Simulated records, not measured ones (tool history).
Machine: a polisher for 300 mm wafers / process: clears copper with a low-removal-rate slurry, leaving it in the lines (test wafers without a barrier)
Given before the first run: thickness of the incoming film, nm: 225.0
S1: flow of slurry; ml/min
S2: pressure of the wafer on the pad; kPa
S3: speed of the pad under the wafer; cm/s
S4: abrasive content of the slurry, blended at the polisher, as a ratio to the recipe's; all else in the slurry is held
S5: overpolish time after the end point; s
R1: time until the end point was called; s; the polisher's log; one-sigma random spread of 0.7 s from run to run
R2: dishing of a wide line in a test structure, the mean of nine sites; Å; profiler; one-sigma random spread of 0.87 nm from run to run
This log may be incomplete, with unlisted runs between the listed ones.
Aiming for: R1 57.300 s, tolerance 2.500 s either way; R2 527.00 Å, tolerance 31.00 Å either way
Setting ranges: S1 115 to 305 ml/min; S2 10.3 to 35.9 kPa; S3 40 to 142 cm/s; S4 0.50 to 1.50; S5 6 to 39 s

Run 1, hour 0.0: S1 195 ml/min, S2 22.8 kPa, S3 90 cm/s, S4 1.00, S5 20 s. Result: R1 77.226 s, R2 330.98 Å.
Run 2, hour 4.7: S1 195 ml/min, S2 19.3 kPa, S3 90 cm/s, S4 1.00, S5 20 s. Result: R1 84.515 s, R2 304.68 Å.
Run 3, hour 13.6: S1 195 ml/min, S2 22.8 kPa, S3 90 cm/s, S4 1.00, S5 20 s. Result: R1 74.742 s, R2 337.51 Å.
Run 4, hour 21.8: S1 195 ml/min, S2 24.1 kPa, S3 90 cm/s, S4 1.00, S5 21 s. Result: R1 74.390 s, R2 345.28 Å.
Run 5, hour 25.9: S1 195 ml/min, S2 26.2 kPa, S3 90 cm/s, S4 1.00, S5 23 s. Result: R1 70.409 s, R2 391.40 Å.
Run 6, hour 33.5: S1 195 ml/min, S2 23.4 kPa, S3 90 cm/s, S4 1.00, S5 23 s. Result: R1 72.880 s, R2 360.85 Å.
Run 7, hour 35.4: S1 195 ml/min, S2 23.4 kPa, S3 90 cm/s, S4 1.00, S5 23 s. Result: R1 75.413 s, R2 366.41 Å.
Run 8, hour 41.4: S1 195 ml/min, S2 24.8 kPa, S3 90 cm/s, S4 1.00, S5 24 s. Result: R1 71.260 s, R2 387.87 Å.
Run 9, hour 49.9: S1 200 ml/min, S2 30.3 kPa, S3 92 cm/s, S4 1.00, S5 30 s. Result: R1 59.697 s, R2 475.47 Å.
Run 10, hour 56.7: S1 200 ml/min, S2 30.3 kPa, S3 92 cm/s, S4 1.00, S5 31 s. Result: R1 61.161 s, R2 485.80 Å.

Below are 5 possible settings for the next run. Only one of them brings all results inside the allowed miss of their targets. Which is it?
Run A, hour 63.5: S1 255 ml/min, S2 34.5 kPa, S3 94 cm/s, S4 1.10, S5 31 s. Result: R1 ?, R2 ?.
Run B, hour 63.5: S1 180 ml/min, S2 30.3 kPa, S3 100 cm/s, S4 1.00, S5 33 s. Result: R1 ?, R2 ?.
Run C, hour 63.5: S1 250 ml/min, S2 34.5 kPa, S3 104 cm/s, S4 0.85, S5 29 s. Result: R1 ?, R2 ?.
Run D, hour 63.5: S1 185 ml/min, S2 31.0 kPa, S3 114 cm/s, S4 1.05, S5 30 s. Result: R1 ?, R2 ?.
Run E, hour 63.5: S1 220 ml/min, S2 33.1 kPa, S3 106 cm/s, S4 0.90, S5 32 s. Result: R1 ?, R2 ?.

move      R1      R2
   A  51.039  547.25
   B  57.422  529.27
   C  50.680  534.06
   D  51.093  534.98
   E  51.722  549.28
A: carries the result that was furthest off beyond its target, to the other side
B: every result within its allowed miss
C: carries the result that was furthest off beyond its target, to the other side
D: carries the result that was furthest off beyond its target, to the other side
E: carries the result that was furthest off beyond its target, to the other side
Move B is the one to make.

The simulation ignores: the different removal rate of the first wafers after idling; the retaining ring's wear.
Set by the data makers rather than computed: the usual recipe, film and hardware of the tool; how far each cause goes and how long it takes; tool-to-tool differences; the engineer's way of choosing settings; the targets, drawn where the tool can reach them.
